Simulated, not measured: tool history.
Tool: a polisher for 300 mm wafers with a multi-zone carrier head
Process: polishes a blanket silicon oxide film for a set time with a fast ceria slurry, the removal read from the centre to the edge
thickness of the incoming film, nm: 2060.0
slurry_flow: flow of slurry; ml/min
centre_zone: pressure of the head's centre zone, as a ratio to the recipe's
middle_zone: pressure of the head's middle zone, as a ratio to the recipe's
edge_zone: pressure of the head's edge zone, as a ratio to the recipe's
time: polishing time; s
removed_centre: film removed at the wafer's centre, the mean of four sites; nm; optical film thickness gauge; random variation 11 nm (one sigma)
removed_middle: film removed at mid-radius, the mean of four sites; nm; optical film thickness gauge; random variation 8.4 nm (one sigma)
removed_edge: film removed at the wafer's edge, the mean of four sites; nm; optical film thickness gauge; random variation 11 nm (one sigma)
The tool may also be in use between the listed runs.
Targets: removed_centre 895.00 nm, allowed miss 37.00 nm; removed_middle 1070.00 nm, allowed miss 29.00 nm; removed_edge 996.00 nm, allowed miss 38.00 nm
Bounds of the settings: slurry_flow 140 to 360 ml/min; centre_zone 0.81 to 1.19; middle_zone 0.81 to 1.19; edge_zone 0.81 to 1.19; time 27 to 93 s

run,hour,slurry_flow,centre_zone,middle_zone,edge_zone,time,removed_centre,removed_middle,removed_edge
1,0.0,230,1.00,1.00,1.00,59,809.88,826.98,820.26
2,6.6,245,0.99,1.05,1.05,61,810.57,890.84,853.87
3,9.0,245,0.99,1.05,1.12,61,851.74,888.22,891.88
4,17.7,200,0.99,1.05,1.12,61,800.80,884.09,866.27
5,18.8,200,0.99,1.13,1.12,61,804.16,940.53,870.91
6,20.9,200,0.99,1.13,1.12,49,644.68,754.81,693.25
# hour 26.6: worn pad replaced by a new one
7,26.6,205,0.99,1.14,1.14,55,786.54,915.42,844.40
8,31.4,235,0.97,1.15,1.16,55,762.88,920.73,844.07
9,39.7,260,0.97,1.15,1.17,57,817.21,977.96,890.47
10,44.0,275,0.96,1.14,1.18,58,831.15,997.38,948.23
11,50.0,290,0.97,1.15,1.18,58,846.84,997.93,932.66

Which of these 4 next moves meets every target?
A,56.0,305,0.84,1.17,1.19,61,?,?,?
B,56.0,340,0.91,1.08,1.07,65,?,?,?
C,56.0,360,1.03,1.19,1.13,58,?,?,?
D,56.0,275,0.87,1.14,1.15,61,?,?,?

move,removed_centre,removed_middle,removed_edge
A,785.90,1075.80,985.61
B,910.78,1080.20,1003.00
C,917.57,1051.90,922.00
D,802.73,1041.50,961.32
A: brings the result that was furthest off to its target, and leaves another outside
B: meets every target
C: brings the result that was furthest off to its target, and leaves another outside
D: brings the result that was furthest off to its target, and leaves another outside
The right move is B.
